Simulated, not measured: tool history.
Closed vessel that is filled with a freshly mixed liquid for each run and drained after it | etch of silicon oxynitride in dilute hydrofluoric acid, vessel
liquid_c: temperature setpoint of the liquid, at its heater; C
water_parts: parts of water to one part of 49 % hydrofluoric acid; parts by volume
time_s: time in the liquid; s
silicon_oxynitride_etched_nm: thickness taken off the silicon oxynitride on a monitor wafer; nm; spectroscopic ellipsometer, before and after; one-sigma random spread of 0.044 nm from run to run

run,hour,liquid_c,water_parts,time_s,silicon_oxynitride_etched_nm
1,0,22,265,1180,9.4997
2,7,22,265,1275,10.121
3,9,21,265,1275,9.8278
4,14.9,20.5,265,1275,9.5267
5,17.3,20.5,325,1275,7.5029
6,25,21,325,1275,7.6501
7,27.9,21.5,325,1275,7.7577
8,32.8,21.5,325,1275,7.908

Forecast run 9:
9,37.4,22,325,1275,?

{"run 9": {"silicon_oxynitride_etched_nm": 8.0416}}

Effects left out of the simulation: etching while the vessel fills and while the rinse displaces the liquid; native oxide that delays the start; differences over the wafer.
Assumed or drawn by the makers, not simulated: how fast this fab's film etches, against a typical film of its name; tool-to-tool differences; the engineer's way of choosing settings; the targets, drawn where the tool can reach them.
